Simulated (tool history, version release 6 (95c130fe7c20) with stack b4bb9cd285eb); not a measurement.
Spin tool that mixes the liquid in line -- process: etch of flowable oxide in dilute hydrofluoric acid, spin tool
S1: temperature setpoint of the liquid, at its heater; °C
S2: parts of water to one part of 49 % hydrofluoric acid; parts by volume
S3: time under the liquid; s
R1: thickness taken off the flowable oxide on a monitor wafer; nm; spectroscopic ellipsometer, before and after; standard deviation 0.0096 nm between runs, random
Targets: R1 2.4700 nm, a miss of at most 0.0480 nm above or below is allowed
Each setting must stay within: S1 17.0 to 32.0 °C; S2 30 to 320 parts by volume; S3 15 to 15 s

{"run": 1, "hour": 0.0, "S1": 24.0, "S2": 175, "S3": 15, "R1": 3.33}
{"run": 2, "hour": 8.6, "S1": 22.0, "S2": 175, "S3": 15, "R1": 3.078}
{"run": 3, "hour": 13.5, "S1": 20.5, "S2": 175, "S3": 15, "R1": 2.9229}
{"run": 4, "hour": 20.3, "S1": 19.5, "S2": 175, "S3": 15, "R1": 2.8196}
{"run": 5, "hour": 28.1, "S1": 19.5, "S2": 150, "S3": 15, "R1": 3.3575}
{"run": 6, "hour": 34.6, "S1": 19.5, "S2": 90, "S3": 15, "R1": 5.9854}
{"run": 7, "hour": 36.7, "S1": 17.0, "S2": 160, "S3": 15, "R1": 2.7844}
{"run": 8, "hour": 43.5, "S1": 17.0, "S2": 165, "S3": 15, "R1": 2.7048}

Which of these 4 next moves meets every target?
{"run": "A", "hour": 50.3, "S1": 17.0, "S2": 180, "S3": 15, "R1": "?"}
{"run": "B", "hour": 50.3, "S1": 17.0, "S2": 170, "S3": 15, "R1": "?"}
{"run": "C", "hour": 50.3, "S1": 17.0, "S2": 145, "S3": 15, "R1": "?"}
{"run": "D", "hour": 50.3, "S1": 17.0, "S2": 160, "S3": 15, "R1": "?"}

move=A R1=2.4470
move=B R1=2.6155
move=C R1=3.1410
move=D R1=2.8055
A: hits every target within its allowed miss
B: closer than the last run, but not yet in spec
C: its largest miss is bigger than the last run's
D: its largest miss is bigger than the last run's
Correct choice: A, which meets every target

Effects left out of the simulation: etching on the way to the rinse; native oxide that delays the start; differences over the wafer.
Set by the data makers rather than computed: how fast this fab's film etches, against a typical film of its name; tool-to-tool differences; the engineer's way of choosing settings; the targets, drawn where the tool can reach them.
